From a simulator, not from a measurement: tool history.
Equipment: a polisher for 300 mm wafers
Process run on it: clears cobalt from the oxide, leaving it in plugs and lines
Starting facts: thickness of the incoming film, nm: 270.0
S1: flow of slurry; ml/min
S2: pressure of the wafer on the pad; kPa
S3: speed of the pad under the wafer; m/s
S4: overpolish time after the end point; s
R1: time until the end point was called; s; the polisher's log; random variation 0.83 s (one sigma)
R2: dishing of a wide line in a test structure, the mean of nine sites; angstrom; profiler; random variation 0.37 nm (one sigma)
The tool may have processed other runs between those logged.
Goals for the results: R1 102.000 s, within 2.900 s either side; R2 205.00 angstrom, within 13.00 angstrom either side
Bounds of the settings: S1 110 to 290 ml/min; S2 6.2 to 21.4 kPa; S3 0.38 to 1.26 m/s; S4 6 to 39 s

{"run": 1, "day": 0.0, "S1": 185, "S2": 13.8, "S3": 0.82, "S4": 20, "R1": 59.511, "R2": 508.09}
{"run": 2, "day": 0.146, "S1": 220, "S2": 13.8, "S3": 0.82, "S4": 20, "R1": 57.108, "R2": 528.63}
{"run": 3, "day": 0.438, "S1": 220, "S2": 13.8, "S3": 0.82, "S4": 28, "R1": 58.231, "R2": 602.84}
{"run": 4, "day": 0.683, "S1": 220, "S2": 17.2, "S3": 0.82, "S4": 28, "R1": 46.155, "R2": 635.15}
{"run": 5, "day": 0.908, "S1": 195, "S2": 16.5, "S3": 0.72, "S4": 23, "R1": 54.952, "R2": 582.83}
{"run": 6, "day": 0.946, "S1": 195, "S2": 14.5, "S3": 0.72, "S4": 23, "R1": 62.284, "R2": 555.28}
{"run": 7, "day": 1.225, "S1": 175, "S2": 12.4, "S3": 0.74, "S4": 19, "R1": 71.559, "R2": 450.01}
{"run": 8, "day": 1.538, "S1": 160, "S2": 11.0, "S3": 0.76, "S4": 16, "R1": 80.006, "R2": 375.7}
{"run": 9, "day": 1.912, "S1": 150, "S2": 9.7, "S3": 0.78, "S4": 14, "R1": 90.054, "R2": 326.18}
{"run": 10, "day": 2.267, "S1": 140, "S2": 9.0, "S3": 0.82, "S4": 12, "R1": 94.537, "R2": 276.18}
{"run": 11, "day": 2.317, "S1": 135, "S2": 9.0, "S3": 0.84, "S4": 11, "R1": 92.85, "R2": 256.3}
{"run": 12, "day": 2.475, "S1": 135, "S2": 9.0, "S3": 0.84, "S4": 11, "R1": 92.53, "R2": 259.02}
{"run": 13, "day": 2.758, "S1": 130, "S2": 9.0, "S3": 0.84, "S4": 10, "R1": 93.178, "R2": 244.26}
{"run": 14, "day": 2.825, "S1": 125, "S2": 9.0, "S3": 0.84, "S4": 9, "R1": 95.528, "R2": 223.88}
{"run": 15, "day": 3.188, "S1": 120, "S2": 9.0, "S3": 0.84, "S4": 9, "R1": 95.654, "R2": 214.64}

Pick the move, out of 4, that brings all results within their allowed miss; only one does.
{"run": "A", "day": 3.55, "S1": 110, "S2": 10.3, "S3": 0.76, "S4": 10, "R1": "?", "R2": "?"}
{"run": "B", "day": 3.55, "S1": 145, "S2": 8.3, "S3": 0.74, "S4": 10, "R1": "?", "R2": "?"}
{"run": "C", "day": 3.55, "S1": 120, "S2": 8.3, "S3": 0.84, "S4": 9, "R1": "?", "R2": "?"}
{"run": "D", "day": 3.55, "S1": 140, "S2": 9.7, "S3": 0.82, "S4": 7, "R1": "?", "R2": "?"}

move=A R1=92.281 R2=243.91
move=B R1=109.250 R2=212.39
move=C R1=102.160 R2=205.53
move=D R1=86.848 R2=190.43
A: its largest miss is bigger than the last run's
B: moves the result that the last run missed by most past its target, out the other side
C: in spec on every target
D: its largest miss is bigger than the last run's
C is the move that brings every result within its allowed miss.

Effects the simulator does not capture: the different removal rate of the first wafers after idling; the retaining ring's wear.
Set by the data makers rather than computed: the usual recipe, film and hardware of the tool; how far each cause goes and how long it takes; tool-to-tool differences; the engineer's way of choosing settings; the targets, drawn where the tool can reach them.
